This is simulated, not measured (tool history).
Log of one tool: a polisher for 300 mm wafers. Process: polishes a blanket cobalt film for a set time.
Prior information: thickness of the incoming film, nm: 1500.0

run	day	flow of slurry (ml/min)	pressure of the wafer on the pad (kPa)	speed of the pad under the wafer (m/s)	polishing time (s)	film removed (Å)
1	0.000	310	11.0	1.16	48	2056.0
2	0.342	310	11.0	1.16	43	1837.2
3	0.475	270	11.0	1.16	43	1799.1
4	0.562	270	11.0	1.28	43	1935.4
# day 0.738: head pressure recalibrated
5	0.738	345	11.0	1.28	43	2172.8
6	0.900	385	11.0	1.28	43	2178.2
7	1.146	360	9.7	1.22	43	1857.4
8	1.262	330	9.0	1.16	43	1644.0

Run 9 has not been measured yet. What should we expect?
9	1.288	305	8.3	1.10	43	?

film removed (Å): 1469.1
